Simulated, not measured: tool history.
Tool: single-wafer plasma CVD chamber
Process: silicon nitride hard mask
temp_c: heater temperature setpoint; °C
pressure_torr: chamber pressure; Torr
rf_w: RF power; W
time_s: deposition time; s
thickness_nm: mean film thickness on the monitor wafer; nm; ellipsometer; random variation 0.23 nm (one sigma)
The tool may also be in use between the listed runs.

| run | hour | temp_c | pressure_torr | rf_w | time_s | thickness_nm |
|---|---|---|---|---|---|---|
| 1 | 0.0 | 380 | 1.32 | 270 | 56.0 | 58.248 |
| 2 | 1.9 | 380 | 1.17 | 260 | 56.0 | 55.443 |
| 3 | 4.8 | 380 | 1.17 | 240 | 56.0 | 52.092 |
| 4 | 11.3 | 380 | 1.17 | 240 | 57.7 | 53.908 |
| 5 | 19.9 | 380 | 1.07 | 235 | 57.7 | 51.942 |
| 6 | 24.0 | 384 | 1.07 | 235 | 57.7 | 51.913 |

Forecast run 7:
|  | 31.2 | RF generator calibrated |
| 7 | 31.2 | 384 | 0.99 | 235 | 57.7 | ? |

Run 7 gave thickness_nm 53.001 nm.
